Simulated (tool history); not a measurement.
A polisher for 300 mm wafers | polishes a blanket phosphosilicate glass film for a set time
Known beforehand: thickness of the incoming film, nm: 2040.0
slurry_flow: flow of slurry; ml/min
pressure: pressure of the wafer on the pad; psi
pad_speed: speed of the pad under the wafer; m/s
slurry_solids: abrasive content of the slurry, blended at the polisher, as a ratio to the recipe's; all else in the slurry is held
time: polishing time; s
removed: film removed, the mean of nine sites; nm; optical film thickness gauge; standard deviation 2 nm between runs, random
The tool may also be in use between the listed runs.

run	day	slurry_flow	pressure	pad_speed	slurry_solids	time	removed
1	0.000	280	2.5	1.04	1.00	35	254.19
2	0.296	280	2.5	1.04	1.00	31	221.50
3	0.588	280	3.0	1.04	1.00	31	266.80
4	0.754	280	2.7	1.04	1.00	31	241.56
5	0.842	280	2.3	1.04	1.00	31	205.43
6	1.104	280	2.3	1.04	1.15	31	214.50
7	1.171	280	2.2	1.04	1.15	31	207.07
8	1.475	280	2.2	1.04	1.15	31	205.38

What will run 9 give?
9	1.688	280	2.1	1.04	1.15	31	?

Run 9 yielded removed 203.07 nm.

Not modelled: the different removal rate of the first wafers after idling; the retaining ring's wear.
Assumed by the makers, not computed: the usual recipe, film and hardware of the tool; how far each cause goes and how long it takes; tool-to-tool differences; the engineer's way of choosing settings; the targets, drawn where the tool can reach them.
